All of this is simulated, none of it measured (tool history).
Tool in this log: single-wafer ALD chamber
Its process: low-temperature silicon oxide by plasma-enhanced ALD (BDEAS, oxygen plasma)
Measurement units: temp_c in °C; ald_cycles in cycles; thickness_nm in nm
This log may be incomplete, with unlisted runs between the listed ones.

| run | day | temp_c | ald_cycles | thickness_nm |
|---|---|---|---|---|
| 1 | 0.000 | 105 | 37 | 5.4120 |
| 2 | 0.167 | 105 | 40 | 5.8492 |
| 3 | 0.408 | 96 | 40 | 6.0396 |
| 4 | 0.650 | 96 | 43 | 6.4729 |
| 5 | 0.954 | 96 | 39 | 5.8597 |
| 6 | 1.204 | 98 | 37 | 5.5320 |
| 7 | 1.500 | 100 | 35 | 5.1710 |
| 8 | 1.842 | 101 | 34 | 5.0353 |
| 9 | 1.988 | 102 | 33 | 4.8563 |
| 10 | 2.279 | 103 | 32 | 4.7231 |
| 11 | 2.354 | 104 | 31 | 4.5311 |
| 12 | 2.554 | 105 | 30 | 4.3923 |
| 13 | 2.675 | 106 | 30 | 4.4047 |

Expected results for the next run?
| 14 | 3.042 | 107 | 29 | ? |

{"run 14": {"thickness_nm": 4.2428}}
